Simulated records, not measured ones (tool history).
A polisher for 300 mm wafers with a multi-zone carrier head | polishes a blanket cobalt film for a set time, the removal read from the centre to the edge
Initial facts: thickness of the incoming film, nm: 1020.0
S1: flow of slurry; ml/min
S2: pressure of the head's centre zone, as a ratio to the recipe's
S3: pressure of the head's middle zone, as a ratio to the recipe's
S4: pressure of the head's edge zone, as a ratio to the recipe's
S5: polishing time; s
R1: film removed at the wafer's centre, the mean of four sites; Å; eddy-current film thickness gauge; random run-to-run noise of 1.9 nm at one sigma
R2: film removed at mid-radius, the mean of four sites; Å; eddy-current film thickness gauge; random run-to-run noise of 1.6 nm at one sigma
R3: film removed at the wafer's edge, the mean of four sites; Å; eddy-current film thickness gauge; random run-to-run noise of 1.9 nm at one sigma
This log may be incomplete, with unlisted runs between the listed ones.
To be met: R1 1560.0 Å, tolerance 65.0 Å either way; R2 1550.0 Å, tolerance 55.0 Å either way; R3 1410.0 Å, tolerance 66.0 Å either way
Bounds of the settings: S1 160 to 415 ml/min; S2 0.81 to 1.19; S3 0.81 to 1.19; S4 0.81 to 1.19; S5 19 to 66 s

run	hour	S1	S2	S3	S4	S5	R1	R2	R3
1	0.0	265	1.00	1.00	1.00	42	2089.2	2152.7	2115.1
2	8.6	270	1.01	1.00	0.96	38	1905.9	1955.0	1907.2
3	14.3	270	1.03	1.01	0.93	35	1793.3	1777.3	1680.0
4	21.4	270	1.03	1.01	0.93	27	1373.3	1402.4	1333.6
5	22.2	270	1.03	1.01	0.93	32	1632.4	1637.4	1547.7
6	28.0	265	1.03	1.01	0.91	32	1668.5	1642.1	1569.5
7	32.4	270	1.04	1.02	0.91	31	1606.1	1607.7	1502.9
8	39.8	270	1.04	1.02	0.90	31	1600.2	1602.9	1508.1
9	43.3	260	1.06	1.03	0.82	29	1531.3	1507.6	1350.1

Consider the 5 candidate settings below. Which is the only one whose results all fall within their allowed miss of target?
A	46.8	240	1.13	1.16	0.81	27	?	?	?
B	46.8	245	1.08	1.13	0.81	28	?	?	?
C	46.8	220	1.19	1.09	0.81	27	?	?	?
D	46.8	270	1.11	1.10	0.81	27	?	?	?
E	46.8	235	1.05	1.05	0.84	30	?	?	?

move	R1	R2	R3
A	1478.1	1491.9	1232.1
B	1473.9	1525.3	1280.2
C	1533.6	1421.0	1224.4
D	1472.7	1459.9	1243.8
E	1531.1	1554.9	1390.2
A: its largest miss is bigger than the last run's
B: its largest miss is bigger than the last run's
C: its largest miss is bigger than the last run's
D: its largest miss is bigger than the last run's
E: hits every target within its allowed miss
The move that meets every target is E.

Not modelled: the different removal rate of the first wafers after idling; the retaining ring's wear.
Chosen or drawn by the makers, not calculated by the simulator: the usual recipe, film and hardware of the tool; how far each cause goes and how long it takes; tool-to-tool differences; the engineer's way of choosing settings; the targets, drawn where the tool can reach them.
